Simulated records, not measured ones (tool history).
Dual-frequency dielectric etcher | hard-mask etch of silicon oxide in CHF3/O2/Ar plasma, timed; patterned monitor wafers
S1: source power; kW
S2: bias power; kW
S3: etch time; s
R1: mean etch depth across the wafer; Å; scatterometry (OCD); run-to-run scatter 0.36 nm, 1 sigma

run	hour	S1	S2	S3	R1
1	0.0	0.540	0.228	33.5	601.06
2	8.2	0.570	0.235	33.5	619.17
3	11.5	0.590	0.242	33.5	639.20
4	19.0	0.590	0.242	33.5	626.47
5	21.8	0.610	0.252	33.5	643.91
6	28.5	0.630	0.259	33.5	659.43
7	30.4	0.630	0.259	33.5	661.56
8	33.8	0.650	0.264	33.5	666.60
9	36.7	0.660	0.270	33.5	683.44
10	38.3	0.670	0.273	33.5	687.30
11	41.0	0.680	0.276	33.5	686.71
12	49.7	0.690	0.280	33.5	699.24
13	56.8	0.700	0.283	33.5	700.58
14	62.3	0.710	0.286	33.5	704.98

What will run 15 give?
15	71.1	0.710	0.289	33.5	?

R1: 706.31 Å
